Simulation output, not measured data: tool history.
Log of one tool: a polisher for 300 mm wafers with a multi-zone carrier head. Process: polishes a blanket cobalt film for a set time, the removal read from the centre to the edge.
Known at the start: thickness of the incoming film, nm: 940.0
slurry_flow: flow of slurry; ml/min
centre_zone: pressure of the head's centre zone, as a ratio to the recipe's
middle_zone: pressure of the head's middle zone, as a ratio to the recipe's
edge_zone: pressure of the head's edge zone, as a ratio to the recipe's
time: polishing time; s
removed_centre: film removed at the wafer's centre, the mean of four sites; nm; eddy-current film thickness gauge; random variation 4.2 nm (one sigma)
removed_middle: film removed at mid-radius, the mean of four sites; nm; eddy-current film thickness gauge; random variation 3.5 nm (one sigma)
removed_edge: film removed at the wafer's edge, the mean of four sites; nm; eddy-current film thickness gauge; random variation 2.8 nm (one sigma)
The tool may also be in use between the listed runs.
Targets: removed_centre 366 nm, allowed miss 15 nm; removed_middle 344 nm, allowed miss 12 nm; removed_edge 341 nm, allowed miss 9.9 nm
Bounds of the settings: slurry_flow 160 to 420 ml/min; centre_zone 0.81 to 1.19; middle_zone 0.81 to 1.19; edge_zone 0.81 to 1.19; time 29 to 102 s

run  hour  slurry_flow  centre_zone  middle_zone  edge_zone  time  removed_centre  removed_middle  removed_edge
  1     0          270            1            1          1    65          285.02          291.34         296.5
  2   3.2          280         1.03         1.02       1.02    66          297.63          301.25        306.63
  3   3.8          285         1.06         1.04       1.03    67          307.88          309.69        311.37
  4   8.4          290         1.08         1.05       1.04    68          328.79          320.73        315.74
  5    11          290         1.08         0.98       1.04    68          317.72          298.28        313.91
  6  18.7          295         1.09            1       1.05    69          328.59          304.19        315.36
  7  24.4          295          1.1         1.01       1.06    70          343.11           318.9        327.19
  8  28.9          295         1.11         1.02       1.07    70          345.41          322.64        329.56
  9  34.4          295         1.12         1.03       1.08    70          347.95          322.86        326.02
 10  38.8          300         1.12         1.04       1.09    70          349.51          327.19         325.8
 11  46.9          300         1.12         1.04       1.09    71          349.37          325.72        335.45

Which of these 4 next moves meets every target?
  A    55          320         1.12         1.05       1.06    73               ?               ?             ?
  B    55          340         1.19         0.96       1.05    69               ?               ?             ?
  C    55          315         1.17         1.13          1    70               ?               ?             ?
  D    55          290         1.02         1.12       1.01    73               ?               ?             ?

move  removed_centre  removed_middle  removed_edge
   A          371.92           342.9        342.48
   B           376.9          308.06        325.03
   C          371.91          344.63        321.58
   D          333.19          353.14        333.37
A: meets every target
B: further off than the last run
C: brings the result that was furthest off to its target, and leaves another outside
D: brings the result that was furthest off to its target, and leaves another outside
Answer: A
